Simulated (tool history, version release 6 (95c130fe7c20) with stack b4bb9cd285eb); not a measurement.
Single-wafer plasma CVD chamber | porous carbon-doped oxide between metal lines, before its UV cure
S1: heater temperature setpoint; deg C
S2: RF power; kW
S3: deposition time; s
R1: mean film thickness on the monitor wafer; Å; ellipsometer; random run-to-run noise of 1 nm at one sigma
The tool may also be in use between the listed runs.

| run | hour | S1 | S2 | S3 | R1 |
|---|---|---|---|---|---|
| 1 | 0.0 | 320 | 0.615 | 45.6 | 2373.4 |
| 2 | 0.7 | 318 | 0.625 | 45.7 | 2407.0 |
| 3 | 2.3 | 317 | 0.640 | 45.8 | 2482.6 |
| 4 | 3.1 | 308 | 0.640 | 45.8 | 2562.8 |
| 5 | 7.8 | 308 | 0.640 | 47.0 | 2648.3 |
| 6 | 8.3 | 308 | 0.640 | 45.6 | 2574.4 |
| 7 | 12.9 | 307 | 0.645 | 45.6 | 2604.8 |
| 8 | 20.6 | 306 | 0.650 | 45.6 | 2611.0 |
| 9 | 22.5 | 305 | 0.655 | 45.6 | 2657.7 |
| 10 | 29.8 | 304 | 0.660 | 45.6 | 2679.0 |
| 11 | 36.5 | 303 | 0.665 | 45.6 | 2714.3 |

What will run 12 give?
| 12 | 39.2 | 303 | 0.665 | 45.6 | ? |

Run 12 came out at R1 2697.9 Å.
